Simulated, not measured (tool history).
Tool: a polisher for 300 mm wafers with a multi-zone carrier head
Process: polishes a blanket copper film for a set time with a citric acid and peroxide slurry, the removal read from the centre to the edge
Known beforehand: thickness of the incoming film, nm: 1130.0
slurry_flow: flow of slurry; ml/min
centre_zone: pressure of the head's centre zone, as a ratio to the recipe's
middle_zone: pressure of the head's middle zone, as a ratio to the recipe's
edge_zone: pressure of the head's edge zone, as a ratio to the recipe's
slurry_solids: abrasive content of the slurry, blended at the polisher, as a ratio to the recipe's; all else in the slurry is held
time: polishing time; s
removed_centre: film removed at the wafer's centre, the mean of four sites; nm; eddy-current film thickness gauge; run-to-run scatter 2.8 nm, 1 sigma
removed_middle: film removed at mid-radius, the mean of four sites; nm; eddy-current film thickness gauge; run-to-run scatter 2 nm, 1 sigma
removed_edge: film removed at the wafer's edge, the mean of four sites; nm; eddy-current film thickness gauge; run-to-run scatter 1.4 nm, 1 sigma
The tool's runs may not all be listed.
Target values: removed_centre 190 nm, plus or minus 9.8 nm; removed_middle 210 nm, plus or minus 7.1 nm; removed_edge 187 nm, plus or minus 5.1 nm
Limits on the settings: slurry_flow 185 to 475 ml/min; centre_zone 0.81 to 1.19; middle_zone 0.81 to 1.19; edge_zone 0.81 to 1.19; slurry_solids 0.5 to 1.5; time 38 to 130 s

{"run": 1, "hour": 0.0, "slurry_flow": 305, "centre_zone": 1, "middle_zone": 1, "edge_zone": 1, "slurry_solids": 1, "time": 84, "removed_centre": 165.2, "removed_middle": 174.96, "removed_edge": 177.6}
{"run": 2, "hour": 4.1, "slurry_flow": 305, "centre_zone": 1, "middle_zone": 1.07, "edge_zone": 1, "slurry_solids": 1, "time": 84, "removed_centre": 168.43, "removed_middle": 188.35, "removed_edge": 177.78}
{"run": 3, "hour": 10.3, "slurry_flow": 305, "centre_zone": 1, "middle_zone": 1.07, "edge_zone": 1.05, "slurry_solids": 1, "time": 84, "removed_centre": 162.06, "removed_middle": 190.56, "removed_edge": 184.83}
{"run": 4, "hour": 15.3, "slurry_flow": 305, "centre_zone": 1, "middle_zone": 1.1, "edge_zone": 1.05, "slurry_solids": 1, "time": 84, "removed_centre": 164.96, "removed_middle": 194.37, "removed_edge": 181.79}
{"run": 5, "hour": 22.0, "slurry_flow": 310, "centre_zone": 1.01, "middle_zone": 1.11, "edge_zone": 1.05, "slurry_solids": 1, "time": 84, "removed_centre": 167.89, "removed_middle": 193.71, "removed_edge": 182.65}
{"run": 6, "hour": 28.1, "slurry_flow": 310, "centre_zone": 1.09, "middle_zone": 1.11, "edge_zone": 1.05, "slurry_solids": 1, "time": 84, "removed_centre": 176.62, "removed_middle": 190.66, "removed_edge": 185.05}
{"run": 7, "hour": 34.9, "slurry_flow": 310, "centre_zone": 1.09, "middle_zone": 1.11, "edge_zone": 1.05, "slurry_solids": 1, "time": 84, "removed_centre": 178.54, "removed_middle": 196.07, "removed_edge": 182.61}
{"run": 8, "hour": 38.8, "slurry_flow": 315, "centre_zone": 1.1, "middle_zone": 1.12, "edge_zone": 1.05, "slurry_solids": 1, "time": 84, "removed_centre": 177.65, "removed_middle": 197.46, "removed_edge": 182.63}
{"run": 9, "hour": 42.6, "slurry_flow": 320, "centre_zone": 1.11, "middle_zone": 1.13, "edge_zone": 1.05, "slurry_solids": 1, "time": 84, "removed_centre": 182.61, "removed_middle": 197.43, "removed_edge": 181.04}
{"run": 10, "hour": 44.0, "slurry_flow": 320, "centre_zone": 1.11, "middle_zone": 1.13, "edge_zone": 1.05, "slurry_solids": 1, "time": 84, "removed_centre": 184.08, "removed_middle": 198.75, "removed_edge": 181.51}
{"run": 11, "hour": 48.4, "slurry_flow": 325, "centre_zone": 1.11, "middle_zone": 1.14, "edge_zone": 1.05, "slurry_solids": 1, "time": 84, "removed_centre": 182.59, "removed_middle": 201.51, "removed_edge": 185.66}

Consider the 4 candidate settings below. Which is the only one whose results all fall within their allowed miss of target?
{"run": "A", "hour": 52.8, "slurry_flow": 325, "centre_zone": 1.13, "middle_zone": 1.18, "edge_zone": 1.05, "slurry_solids": 0.95, "time": 86, "removed_centre": "?", "removed_middle": "?", "removed_edge": "?"}
{"run": "B", "hour": 52.8, "slurry_flow": 380, "centre_zone": 1.04, "middle_zone": 1.08, "edge_zone": 1.1, "slurry_solids": 0.95, "time": 88, "removed_centre": "?", "removed_middle": "?", "removed_edge": "?"}
{"run": "C", "hour": 52.8, "slurry_flow": 335, "centre_zone": 1.03, "middle_zone": 1.12, "edge_zone": 1.08, "slurry_solids": 0.9, "time": 87, "removed_centre": "?", "removed_middle": "?", "removed_edge": "?"}
{"run": "D", "hour": 52.8, "slurry_flow": 335, "centre_zone": 1.17, "middle_zone": 1.03, "edge_zone": 1.04, "slurry_solids": 0.9, "time": 91, "removed_centre": "?", "removed_middle": "?", "removed_edge": "?"}

move=A removed_centre=190.08 removed_middle=206.3 removed_edge=185.89
move=B removed_centre=181.11 removed_middle=198.11 removed_edge=196.81
move=C removed_centre=173.24 removed_middle=197.58 removed_edge=188.81
move=D removed_centre=206.06 removed_middle=192.28 removed_edge=194.06
A: meets every target
B: lands further from the targets than the last run did
C: lands further from the targets than the last run did
D: lands further from the targets than the last run did
Correct choice: A, which meets every target
